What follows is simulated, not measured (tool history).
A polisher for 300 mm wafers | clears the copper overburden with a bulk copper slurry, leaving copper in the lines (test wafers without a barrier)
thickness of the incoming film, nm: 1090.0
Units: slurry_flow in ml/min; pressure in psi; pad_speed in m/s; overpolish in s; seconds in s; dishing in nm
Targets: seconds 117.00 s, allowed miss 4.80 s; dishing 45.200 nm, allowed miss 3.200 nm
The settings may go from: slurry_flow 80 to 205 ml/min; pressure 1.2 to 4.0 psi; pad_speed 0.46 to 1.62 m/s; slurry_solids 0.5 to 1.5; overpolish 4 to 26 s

Run 1, hour 0.0: slurry_flow 135 ml/min, pressure 2.6 psi, pad_speed 1.04 m/s, slurry_solids 1.0, overpolish 13 s. Result: seconds 144.95 s, dishing 63.377 nm.
Run 2, hour 2.2: slurry_flow 135 ml/min, pressure 2.6 psi, pad_speed 1.04 m/s, slurry_solids 1.0, overpolish 18 s. Result: seconds 146.44 s, dishing 78.376 nm.
Run 3, hour 9.3: slurry_flow 135 ml/min, pressure 2.6 psi, pad_speed 1.26 m/s, slurry_solids 1.0, overpolish 18 s. Result: seconds 126.58 s, dishing 86.478 nm.
Run 4, hour 16.5: slurry_flow 135 ml/min, pressure 2.6 psi, pad_speed 1.26 m/s, slurry_solids 1.0, overpolish 13 s. Result: seconds 126.19 s, dishing 73.501 nm.
Run 5, hour 20.4: slurry_flow 135 ml/min, pressure 2.8 psi, pad_speed 1.26 m/s, slurry_solids 1.0, overpolish 13 s. Result: seconds 117.40 s, dishing 72.489 nm.
Run 6, hour 27.5: slurry_flow 135 ml/min, pressure 2.9 psi, pad_speed 1.22 m/s, slurry_solids 1.0, overpolish 11 s. Result: seconds 118.58 s, dishing 66.318 nm.
Run 7, hour 31.5: slurry_flow 135 ml/min, pressure 3.0 psi, pad_speed 1.18 m/s, slurry_solids 1.0, overpolish 9 s. Result: seconds 118.93 s, dishing 55.072 nm.
Run 8, hour 32.8: slurry_flow 135 ml/min, pressure 3.0 psi, pad_speed 1.16 m/s, slurry_solids 1.0, overpolish 8 s. Result: seconds 116.29 s, dishing 50.929 nm.
Run 9, hour 38.6: slurry_flow 130 ml/min, pressure 2.9 psi, pad_speed 1.16 m/s, slurry_solids 1.0, overpolish 6 s. Result: seconds 124.48 s, dishing 38.479 nm.
Run 10, hour 45.9: slurry_flow 135 ml/min, pressure 2.9 psi, pad_speed 1.16 m/s, slurry_solids 1.0, overpolish 6 s. Result: seconds 120.47 s, dishing 37.718 nm.
Run 11, hour 54.5: slurry_flow 130 ml/min, pressure 3.0 psi, pad_speed 1.16 m/s, slurry_solids 1.0, overpolish 9 s. Result: seconds 120.36 s, dishing 56.092 nm.
Run 12, hour 59.0: slurry_flow 135 ml/min, pressure 3.0 psi, pad_speed 1.16 m/s, slurry_solids 1.0, overpolish 9 s. Result: seconds 115.39 s, dishing 55.764 nm.
Run 13, hour 67.5: slurry_flow 135 ml/min, pressure 3.0 psi, pad_speed 1.16 m/s, slurry_solids 1.0, overpolish 8 s. Result: seconds 119.44 s, dishing 51.513 nm.

4 next moves are on the table. One of them brings every result within its allowed miss. Which?
Run A, hour 76.0: slurry_flow 95 ml/min, pressure 3.0 psi, pad_speed 1.50 m/s, slurry_solids 0.9, overpolish 6 s. Result: seconds ?, dishing ?.
Run B, hour 76.0: slurry_flow 140 ml/min, pressure 2.9 psi, pad_speed 1.16 m/s, slurry_solids 1.1, overpolish 6 s. Result: seconds ?, dishing ?.
Run C, hour 76.0: slurry_flow 115 ml/min, pressure 2.8 psi, pad_speed 1.18 m/s, slurry_solids 1.1, overpolish 7 s. Result: seconds ?, dishing ?.
Run D, hour 76.0: slurry_flow 160 ml/min, pressure 2.9 psi, pad_speed 1.22 m/s, slurry_solids 0.9, overpolish 7 s. Result: seconds ?, dishing ?.

move  seconds  dishing
   A   106.20   44.607
   B   118.89   40.362
   C   125.95   43.809
   D   116.59   46.910
A: brings the result that was furthest off to its target, and leaves another outside
B: takes the result that was furthest off past its target
C: brings the result that was furthest off to its target, and leaves another outside
D: meets every target
Move D is the one to make.
